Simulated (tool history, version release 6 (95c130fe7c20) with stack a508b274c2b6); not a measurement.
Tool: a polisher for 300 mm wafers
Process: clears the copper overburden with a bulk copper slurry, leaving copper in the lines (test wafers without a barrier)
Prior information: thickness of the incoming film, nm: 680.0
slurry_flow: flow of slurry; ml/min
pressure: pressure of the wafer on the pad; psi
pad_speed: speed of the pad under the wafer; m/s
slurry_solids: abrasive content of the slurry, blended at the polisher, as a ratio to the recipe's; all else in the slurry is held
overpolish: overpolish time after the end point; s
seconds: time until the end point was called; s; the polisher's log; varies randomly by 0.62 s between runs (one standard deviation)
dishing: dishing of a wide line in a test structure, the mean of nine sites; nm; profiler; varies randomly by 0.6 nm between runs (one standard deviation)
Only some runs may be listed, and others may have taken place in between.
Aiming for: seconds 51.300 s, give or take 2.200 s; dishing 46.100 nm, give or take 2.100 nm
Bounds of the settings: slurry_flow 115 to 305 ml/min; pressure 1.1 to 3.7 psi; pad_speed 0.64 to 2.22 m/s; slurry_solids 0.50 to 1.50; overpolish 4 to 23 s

Run 1, hour 0.0: slurry_flow 195 ml/min, pressure 2.4 psi, pad_speed 1.42 m/s, slurry_solids 1.00, overpolish 12 s. Result: seconds 66.280 s, dishing 45.467 nm.
Run 2, hour 6.0: slurry_flow 195 ml/min, pressure 2.5 psi, pad_speed 1.42 m/s, slurry_solids 1.00, overpolish 12 s. Result: seconds 64.402 s, dishing 46.764 nm.
Run 3, hour 10.1: slurry_flow 195 ml/min, pressure 2.6 psi, pad_speed 1.42 m/s, slurry_solids 1.00, overpolish 11 s. Result: seconds 63.611 s, dishing 44.709 nm.
Run 4, hour 15.3: slurry_flow 195 ml/min, pressure 2.6 psi, pad_speed 1.22 m/s, slurry_solids 1.00, overpolish 11 s. Result: seconds 74.046 s, dishing 42.315 nm.
At hour 22.8: slurry blender recalibrated.
Run 5, hour 22.8: slurry_flow 240 ml/min, pressure 2.6 psi, pad_speed 1.22 m/s, slurry_solids 1.00, overpolish 11 s. Result: seconds 66.671 s, dishing 45.317 nm.
Run 6, hour 29.0: slurry_flow 260 ml/min, pressure 2.6 psi, pad_speed 1.22 m/s, slurry_solids 1.00, overpolish 11 s. Result: seconds 65.287 s, dishing 43.675 nm.
Run 7, hour 30.3: slurry_flow 265 ml/min, pressure 2.7 psi, pad_speed 1.22 m/s, slurry_solids 1.00, overpolish 11 s. Result: seconds 65.086 s, dishing 44.624 nm.
Run 8, hour 31.1: slurry_flow 265 ml/min, pressure 2.8 psi, pad_speed 1.22 m/s, slurry_solids 1.00, overpolish 11 s. Result: seconds 62.646 s, dishing 46.503 nm.
Run 9, hour 33.8: slurry_flow 270 ml/min, pressure 2.9 psi, pad_speed 1.24 m/s, slurry_solids 1.00, overpolish 10 s. Result: seconds 59.759 s, dishing 45.326 nm.

Next run, 4 choices. One meets every target within its allowed miss, the rest don't. Which?
Run A, hour 36.5: slurry_flow 250 ml/min, pressure 2.4 psi, pad_speed 1.30 m/s, slurry_solids 1.10, overpolish 10 s. Result: seconds ?, dishing ?.
Run B, hour 36.5: slurry_flow 300 ml/min, pressure 3.2 psi, pad_speed 0.98 m/s, slurry_solids 1.10, overpolish 10 s. Result: seconds ?, dishing ?.
Run C, hour 36.5: slurry_flow 250 ml/min, pressure 2.9 psi, pad_speed 1.42 m/s, slurry_solids 1.15, overpolish 9 s. Result: seconds ?, dishing ?.
Run D, hour 36.5: slurry_flow 270 ml/min, pressure 2.6 psi, pad_speed 1.74 m/s, slurry_solids 1.05, overpolish 7 s. Result: seconds ?, dishing ?.

move  seconds  dishing
   A   66.148   42.690
   B   67.830   43.051
   C   51.816   45.690
   D   46.932   42.688
A: lands further from the targets than the last run did
B: lands further from the targets than the last run did
C: all results in spec
D: pushes the last run's worst result past its target
Correct choice: C, which meets every target

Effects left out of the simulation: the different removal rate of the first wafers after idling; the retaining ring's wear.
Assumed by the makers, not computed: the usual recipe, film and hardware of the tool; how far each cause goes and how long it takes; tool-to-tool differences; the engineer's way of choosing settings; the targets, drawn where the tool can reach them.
